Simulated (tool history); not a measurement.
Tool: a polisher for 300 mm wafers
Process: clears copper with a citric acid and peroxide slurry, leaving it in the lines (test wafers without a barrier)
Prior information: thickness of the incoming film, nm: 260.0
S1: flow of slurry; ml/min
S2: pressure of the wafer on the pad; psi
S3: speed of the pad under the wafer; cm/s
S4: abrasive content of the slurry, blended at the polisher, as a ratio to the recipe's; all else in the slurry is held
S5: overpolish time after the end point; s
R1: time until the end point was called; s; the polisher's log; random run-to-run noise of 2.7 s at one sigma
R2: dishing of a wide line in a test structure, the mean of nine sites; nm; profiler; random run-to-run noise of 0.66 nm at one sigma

{"run": 1, "hour": 0.0, "S1": 200, "S2": 3.2, "S3": 86, "S4": 1, "S5": 27, "R1": 117.12, "R2": 30.755}
{"run": 2, "hour": 2.5, "S1": 200, "S2": 2.9, "S3": 86, "S4": 1, "S5": 29, "R1": 128.99, "R2": 31.36}
{"run": 3, "hour": 10.1, "S1": 200, "S2": 2.9, "S3": 100, "S4": 1, "S5": 29, "R1": 108.54, "R2": 32.857}
{"run": 4, "hour": 17.5, "S1": 150, "S2": 2.9, "S3": 100, "S4": 1, "S5": 29, "R1": 112.13, "R2": 31.811}
{"run": 5, "hour": 20.1, "S1": 150, "S2": 2.6, "S3": 98, "S4": 1, "S5": 30, "R1": 128.23, "R2": 31.335}
{"run": 6, "hour": 26.1, "S1": 150, "S2": 2.4, "S3": 98, "S4": 1, "S5": 30, "R1": 137.73, "R2": 28.469}

For run 7, what comes out?
{"run": 7, "hour": 28.1, "S1": 150, "S2": 2.2, "S3": 98, "S4": 1, "S5": 32, "R1": "?", "R2": "?"}

R1: 147.99 s
R2: 28.578 nm

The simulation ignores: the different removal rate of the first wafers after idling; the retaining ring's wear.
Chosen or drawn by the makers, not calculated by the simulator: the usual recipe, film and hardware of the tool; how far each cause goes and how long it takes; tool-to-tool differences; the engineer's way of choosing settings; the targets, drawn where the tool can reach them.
